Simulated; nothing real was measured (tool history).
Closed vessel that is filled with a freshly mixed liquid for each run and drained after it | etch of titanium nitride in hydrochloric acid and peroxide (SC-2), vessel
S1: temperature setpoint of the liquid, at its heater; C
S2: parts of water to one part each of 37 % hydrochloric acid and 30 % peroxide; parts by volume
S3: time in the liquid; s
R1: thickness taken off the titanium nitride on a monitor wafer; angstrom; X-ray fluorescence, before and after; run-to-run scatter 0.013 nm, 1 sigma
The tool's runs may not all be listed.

run,hour,S1,S2,S3,R1
1,0,50,6,30,20.349
2,5,55,6,30,27.787
3,7,53.5,6,30,25.43
4,14.9,58.5,6,30,35.207
5,22.7,56.5,6,30,30.541
6,31.6,55,6,30,28.098
7,37.7,47,6,30,16.696
8,38.6,47.5,6,30,17.235

Estimate the outcome of run 9 from the log above:
9,44.7,48,6,30,?

R1: 17.597 angstrom
